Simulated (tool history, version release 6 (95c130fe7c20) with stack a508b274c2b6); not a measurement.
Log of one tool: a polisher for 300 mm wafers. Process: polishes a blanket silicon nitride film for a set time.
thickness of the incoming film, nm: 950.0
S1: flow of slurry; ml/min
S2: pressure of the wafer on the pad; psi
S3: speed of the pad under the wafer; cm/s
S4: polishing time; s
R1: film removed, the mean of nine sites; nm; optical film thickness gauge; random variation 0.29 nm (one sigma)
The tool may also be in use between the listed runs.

run 1 hour=0.0 | S1=185 S2=2.4 S3=102 S4=48 | R1=66.957
run 2 hour=7.9 | S1=180 S2=2.3 S3=102 S4=48 | R1=63.939
run 3 hour=10.6 | S1=205 S2=2.3 S3=102 S4=48 | R1=64.598
run 4 hour=15.0 | S1=205 S2=2.2 S3=102 S4=48 | R1=62.841
run 5 hour=22.0 | S1=205 S2=2.2 S3=102 S4=48 | R1=62.640
run 6 hour=26.5 | S1=175 S2=2.2 S3=102 S4=48 | R1=61.096
run 7 hour=29.2 | S1=170 S2=2.1 S3=102 S4=48 | R1=58.123

Run 8 comes next. What will it give?
run 8 hour=31.4 | S1=140 S2=1.6 S3=102 S4=48 | R1=?

R1: 43.995 nm
